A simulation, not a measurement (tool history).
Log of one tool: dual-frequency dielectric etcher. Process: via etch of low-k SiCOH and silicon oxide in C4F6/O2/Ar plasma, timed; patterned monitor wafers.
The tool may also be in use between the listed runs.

run	day	source power (W)	bias power (W)	etch time (s)	mean etch depth across the wafer (Å)
1	0.000	350	200	86.5	2134.9
2	0.171	350	200	86.5	2130.0
3	0.200	350	200	86.5	2158.9
4	0.317	360	202	86.5	2178.6
5	0.542	370	203	86.5	2195.9
6	0.738	370	218	86.5	2228.1
7	0.983	380	220	86.5	2256.1
8	1.042	390	222	86.5	2295.3
9	1.404	400	223	86.5	2323.7
10	1.742	400	224	86.5	2293.8

Run 11 has not been measured yet. What should we expect?
11	1.900	410	226	86.5	?

{"run 11": {"mean etch depth across the wafer (Å)": 2351.6}}
